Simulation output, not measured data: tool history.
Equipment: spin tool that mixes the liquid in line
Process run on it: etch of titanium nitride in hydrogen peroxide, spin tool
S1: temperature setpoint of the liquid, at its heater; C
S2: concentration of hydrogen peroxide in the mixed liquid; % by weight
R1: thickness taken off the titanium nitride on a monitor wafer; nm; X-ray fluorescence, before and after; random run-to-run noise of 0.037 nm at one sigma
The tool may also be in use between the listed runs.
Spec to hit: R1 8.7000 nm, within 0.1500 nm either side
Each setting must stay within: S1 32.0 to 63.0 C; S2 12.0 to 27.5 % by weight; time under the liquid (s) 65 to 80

run 1 hour=0.0 | S1=47.0 S2=18.5 time_under_the_liquid_(s)=80 | R1=4.2209
run 2 hour=7.8 | S1=47.0 S2=21.0 time_under_the_liquid_(s)=80 | R1=4.3318
run 3 hour=12.1 | S1=47.0 S2=25.0 time_under_the_liquid_(s)=80 | R1=4.5193
run 4 hour=13.4 | S1=47.0 S2=25.0 time_under_the_liquid_(s)=65 | R1=3.6626
run 5 hour=21.3 | S1=41.5 S2=25.0 time_under_the_liquid_(s)=65 | R1=2.4346
run 6 hour=29.0 | S1=41.5 S2=25.0 time_under_the_liquid_(s)=65 | R1=2.4135
run 7 hour=31.7 | S1=45.5 S2=25.0 time_under_the_liquid_(s)=65 | R1=3.2793
run 8 hour=35.5 | S1=48.5 S2=25.0 time_under_the_liquid_(s)=65 | R1=4.0571
run 9 hour=39.4 | S1=51.0 S2=25.0 time_under_the_liquid_(s)=65 | R1=4.8663
run 10 hour=42.6 | S1=53.0 S2=25.0 time_under_the_liquid_(s)=65 | R1=5.6255
run 11 hour=47.3 | S1=54.5 S2=25.0 time_under_the_liquid_(s)=65 | R1=6.2419
run 12 hour=53.7 | S1=55.5 S2=25.0 time_under_the_liquid_(s)=65 | R1=6.7100
run 13 hour=56.8 | S1=56.5 S2=25.0 time_under_the_liquid_(s)=65 | R1=7.1857
run 14 hour=61.1 | S1=57.0 S2=25.0 time_under_the_liquid_(s)=65 | R1=7.4194
run 15 hour=65.0 | S1=59.5 S2=25.0 time_under_the_liquid_(s)=65 | R1=8.8394
run 16 hour=69.9 | S1=59.5 S2=25.5 time_under_the_liquid_(s)=65 | R1=8.9161

Next run, 5 choices. One meets every target within its allowed miss, the rest don't. Which?
run A hour=74.8 | S1=58.5 S2=26.5 time_under_the_liquid_(s)=70 | R1=?
run B hour=74.8 | S1=57.0 S2=25.0 time_under_the_liquid_(s)=80 | R1=?
run C hour=74.8 | S1=58.0 S2=26.0 time_under_the_liquid_(s)=70 | R1=?
run D hour=74.8 | S1=60.0 S2=24.0 time_under_the_liquid_(s)=65 | R1=?
run E hour=74.8 | S1=60.0 S2=25.5 time_under_the_liquid_(s)=65 | R1=?

move=A R1=9.0820
move=B R1=9.2419
move=C R1=8.7389
move=D R1=9.1427
move=E R1=9.2643
A: moves away from the targets compared with the last run
B: moves away from the targets compared with the last run
C: meets every target
D: moves away from the targets compared with the last run
E: moves away from the targets compared with the last run
The move that meets every target is C.
